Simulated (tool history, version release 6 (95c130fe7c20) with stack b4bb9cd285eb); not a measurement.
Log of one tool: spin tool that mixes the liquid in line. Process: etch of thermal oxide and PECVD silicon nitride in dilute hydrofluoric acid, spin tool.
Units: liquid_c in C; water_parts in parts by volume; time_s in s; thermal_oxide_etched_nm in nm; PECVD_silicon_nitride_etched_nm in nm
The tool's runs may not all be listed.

run,hour,liquid_c,water_parts,time_s,thermal_oxide_etched_nm,PECVD_silicon_nitride_etched_nm
1,0,22,150,180,5.1477,5.2385
2,1.3,20.5,150,180,4.8881,4.7599
3,9.8,20.5,170,180,4.1933,4.2354
4,17.5,20.5,115,180,6.5477,6.2161
5,21.7,22.5,105,180,7.8818,7.7449
6,23.7,24,100,180,8.7132,8.9402
7,30.4,24.5,95,180,9.5985,9.7812
8,34.1,25,95,180,9.6361,10.209
9,37.6,25.5,90,180,10.543,11.012

The next listed run, before its measurement:
10,43.2,26,90,180,?,?

Run 10 gave thermal_oxide_etched_nm 10.742 nm, PECVD_silicon_nitride_etched_nm 11.339 nm.

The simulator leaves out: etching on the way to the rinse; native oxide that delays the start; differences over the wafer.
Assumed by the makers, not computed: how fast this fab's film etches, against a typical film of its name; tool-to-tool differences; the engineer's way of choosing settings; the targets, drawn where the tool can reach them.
